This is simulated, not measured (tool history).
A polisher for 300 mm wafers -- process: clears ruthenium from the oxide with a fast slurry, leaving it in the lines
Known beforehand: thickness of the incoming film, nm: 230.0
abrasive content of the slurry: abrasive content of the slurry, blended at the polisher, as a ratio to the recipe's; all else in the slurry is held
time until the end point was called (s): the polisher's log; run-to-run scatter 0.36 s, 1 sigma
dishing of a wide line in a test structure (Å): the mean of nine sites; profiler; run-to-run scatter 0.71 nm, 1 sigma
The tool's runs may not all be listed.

run  hour  flow of slurry (ml/min)  pressure of the wafer on the pad (kPa)  speed of the pad under the wafer (cm/s)  abrasive content of the slurry  overpolish time after the end point (s)  time until the end point was called (s)  dishing of a wide line in a test structure (Å)
  1   0.0                      280                                    23.4                                      116                             1.0                                       15                                   43.649                                          604.73
  2   0.7                      280                                    23.4                                      116                             1.2                                       15                                   38.107                                          670.63
  3   8.0                      280                                    26.2                                      116                             1.2                                       15                                   34.519                                          736.85
  4  16.8                      280                                    25.5                                      116                             1.2                                       14                                   35.519                                          673.34
  5  24.2                      280                                    27.6                                      116                             1.2                                       14                                   32.813                                          717.20
  6  28.6                      245                                    27.6                                      116                             1.2                                       14                                   33.682                                          699.06

For run 7, what comes out?
  7  33.2                      240                                    26.9                                      116                             1.2                                       13                                        ?                                               ?

time until the end point was called (s): 34.217
dishing of a wide line in a test structure (Å): 649.65

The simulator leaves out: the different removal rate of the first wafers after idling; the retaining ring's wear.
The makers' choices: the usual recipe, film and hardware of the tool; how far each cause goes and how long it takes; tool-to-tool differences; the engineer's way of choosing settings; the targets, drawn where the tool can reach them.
